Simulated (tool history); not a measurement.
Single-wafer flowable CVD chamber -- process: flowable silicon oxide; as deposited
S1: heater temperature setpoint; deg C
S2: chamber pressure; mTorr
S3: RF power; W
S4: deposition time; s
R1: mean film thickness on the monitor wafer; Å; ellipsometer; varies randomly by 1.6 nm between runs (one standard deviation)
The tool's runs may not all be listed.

Run 1, hour 0: S1 105 deg C, S2 953 mTorr, S3 1790 W, S4 823 s. Result: R1 4934 Å.
Run 2, hour 7.2: S1 105 deg C, S2 1021 mTorr, S3 1790 W, S4 823 s. Result: R1 5236.8 Å.
Run 3, hour 15.2: S1 113 deg C, S2 1021 mTorr, S3 1790 W, S4 823 s. Result: R1 3937.6 Å.
Run 4, hour 19.2: S1 113 deg C, S2 1172 mTorr, S3 1790 W, S4 823 s. Result: R1 4401.8 Å.
Run 5, hour 26.8: S1 115 deg C, S2 1171 mTorr, S3 1790 W, S4 823 s. Result: R1 4137.2 Å.
Run 6, hour 29.8: S1 115 deg C, S2 1251 mTorr, S3 1790 W, S4 823 s. Result: R1 4385.4 Å.
Run 7, hour 38.7: S1 117 deg C, S2 1250 mTorr, S3 1790 W, S4 823 s. Result: R1 4065.7 Å.
Run 8, hour 42.9: S1 119 deg C, S2 1249 mTorr, S3 1790 W, S4 823 s. Result: R1 3797.1 Å.

Run 9, settings as shown, results not yet in. Your forecast:
Run 9, hour 48.7: S1 121 deg C, S2 1249 mTorr, S3 1790 W, S4 823 s. Result: R1 ?.

Logged for run 9: R1 3602.5 Å.
